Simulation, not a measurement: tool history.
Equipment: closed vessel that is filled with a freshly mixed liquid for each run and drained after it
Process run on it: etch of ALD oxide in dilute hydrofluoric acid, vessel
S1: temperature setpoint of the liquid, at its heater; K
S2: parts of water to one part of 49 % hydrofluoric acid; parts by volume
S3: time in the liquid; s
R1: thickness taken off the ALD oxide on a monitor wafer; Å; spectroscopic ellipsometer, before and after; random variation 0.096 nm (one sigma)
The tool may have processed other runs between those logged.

| run | hour | S1 | S2 | S3 | R1 |
|---|---|---|---|---|---|
| 1 | 0 | 293.15 | 90 | 295 | 268.79 |
| 2 | 7.4 | 293.15 | 90 | 295 | 268.55 |
| 3 | 14 | 293.15 | 115 | 295 | 203.56 |
| 4 | 21.3 | 295.15 | 115 | 295 | 221.45 |
| 5 | 29.4 | 294.65 | 115 | 295 | 216.89 |
| 6 | 37.3 | 294.65 | 90 | 295 | 285.48 |
| 7 | 38.6 | 293.65 | 90 | 295 | 275.71 |

Run 8 comes next. What will it give?
| 8 | 44.9 | 293.15 | 90 | 295 | ? |

Run 8 produced R1 269.95 Å.

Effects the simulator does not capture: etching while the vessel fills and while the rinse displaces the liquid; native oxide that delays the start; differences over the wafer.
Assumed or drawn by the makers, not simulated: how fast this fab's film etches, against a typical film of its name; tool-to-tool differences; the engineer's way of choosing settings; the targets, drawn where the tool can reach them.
